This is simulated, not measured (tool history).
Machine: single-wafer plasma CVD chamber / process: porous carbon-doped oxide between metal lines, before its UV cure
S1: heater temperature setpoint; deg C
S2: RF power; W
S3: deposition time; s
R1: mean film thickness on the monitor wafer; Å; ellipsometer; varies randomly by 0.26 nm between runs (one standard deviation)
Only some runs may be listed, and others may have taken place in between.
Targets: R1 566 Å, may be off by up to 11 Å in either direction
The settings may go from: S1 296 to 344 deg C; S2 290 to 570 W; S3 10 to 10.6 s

Run 1, hour 0: S1 320 deg C, S2 430 W, S3 10.6 s. Result: R1 474.69 Å.
Run 2, hour 1.3: S1 329 deg C, S2 430 W, S3 10.6 s. Result: R1 459.47 Å.
Run 3, hour 7.8: S1 329 deg C, S2 430 W, S3 10 s. Result: R1 430.31 Å.
Run 4, hour 13.5: S1 323 deg C, S2 450 W, S3 10 s. Result: R1 462.24 Å.
Run 5, hour 14.3: S1 318 deg C, S2 450 W, S3 10 s. Result: R1 470.81 Å.
Run 6, hour 22.8: S1 318 deg C, S2 495 W, S3 10 s. Result: R1 505.95 Å.
Run 7, hour 28.7: S1 314 deg C, S2 500 W, S3 10 s. Result: R1 514.49 Å.
Run 8, hour 31.3: S1 303 deg C, S2 545 W, S3 10.1 s. Result: R1 583.92 Å.
Run 9, hour 39.4: S1 304 deg C, S2 545 W, S3 10.1 s. Result: R1 581.72 Å.

Consider the 5 candidate settings below. Which is the only one whose results all fall within their allowed miss of target?
Run A, hour 47.5: S1 301 deg C, S2 550 W, S3 10.3 s. Result: R1 ?.
Run B, hour 47.5: S1 303 deg C, S2 545 W, S3 10.3 s. Result: R1 ?.
Run C, hour 47.5: S1 304 deg C, S2 555 W, S3 10.6 s. Result: R1 ?.
Run D, hour 47.5: S1 296 deg C, S2 525 W, S3 10.3 s. Result: R1 ?.
Run E, hour 47.5: S1 312 deg C, S2 560 W, S3 10 s. Result: R1 ?.

move      R1
   A  603.26
   B  593.74
   C  614.95
   D  599.09
   E  563.02
A: misses by more than the last run did
B: misses by more than the last run did
C: misses by more than the last run did
D: misses by more than the last run did
E: each result inside its tolerance
The right move is E.
